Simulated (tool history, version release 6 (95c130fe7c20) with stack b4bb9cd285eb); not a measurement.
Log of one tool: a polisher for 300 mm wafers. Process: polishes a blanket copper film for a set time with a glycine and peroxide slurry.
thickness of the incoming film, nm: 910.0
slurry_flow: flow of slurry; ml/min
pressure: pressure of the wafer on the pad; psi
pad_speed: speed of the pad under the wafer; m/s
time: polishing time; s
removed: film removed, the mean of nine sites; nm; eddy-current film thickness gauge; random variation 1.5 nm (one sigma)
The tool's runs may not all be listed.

Run 1, day 0.000: slurry_flow 165 ml/min, pressure 2.7 psi, pad_speed 1.20 m/s, time 38 s. Result: removed 211.28 nm.
Run 2, day 0.246: slurry_flow 165 ml/min, pressure 2.2 psi, pad_speed 1.20 m/s, time 38 s. Result: removed 173.79 nm.
Run 3, day 0.446: slurry_flow 140 ml/min, pressure 2.2 psi, pad_speed 1.20 m/s, time 38 s. Result: removed 173.83 nm.
Run 4, day 0.554: slurry_flow 140 ml/min, pressure 2.2 psi, pad_speed 1.36 m/s, time 38 s. Result: removed 187.37 nm.
Run 5, day 0.742: slurry_flow 140 ml/min, pressure 2.2 psi, pad_speed 1.36 m/s, time 38 s. Result: removed 198.50 nm.
Run 6, day 0.992: slurry_flow 140 ml/min, pressure 2.1 psi, pad_speed 1.32 m/s, time 38 s. Result: removed 182.68 nm.
Run 7, day 1.217: slurry_flow 140 ml/min, pressure 2.0 psi, pad_speed 1.28 m/s, time 38 s. Result: removed 174.95 nm.
Run 8, day 1.300: slurry_flow 140 ml/min, pressure 1.9 psi, pad_speed 1.22 m/s, time 38 s. Result: removed 159.46 nm.
Run 9, day 1.392: slurry_flow 140 ml/min, pressure 1.8 psi, pad_speed 1.18 m/s, time 38 s. Result: removed 150.83 nm.
Run 10, day 1.604: slurry_flow 140 ml/min, pressure 1.8 psi, pad_speed 1.14 m/s, time 38 s. Result: removed 141.71 nm.
Run 11, day 1.671: slurry_flow 140 ml/min, pressure 1.7 psi, pad_speed 1.12 m/s, time 38 s. Result: removed 134.21 nm.
Run 12, day 1.975: slurry_flow 140 ml/min, pressure 1.7 psi, pad_speed 1.10 m/s, time 38 s. Result: removed 136.03 nm.

Run 13 comes next. What will it give?
Run 13, day 2.221: slurry_flow 140 ml/min, pressure 1.7 psi, pad_speed 1.08 m/s, time 38 s. Result: removed ?.

Run 13 gave removed 135.17 nm.
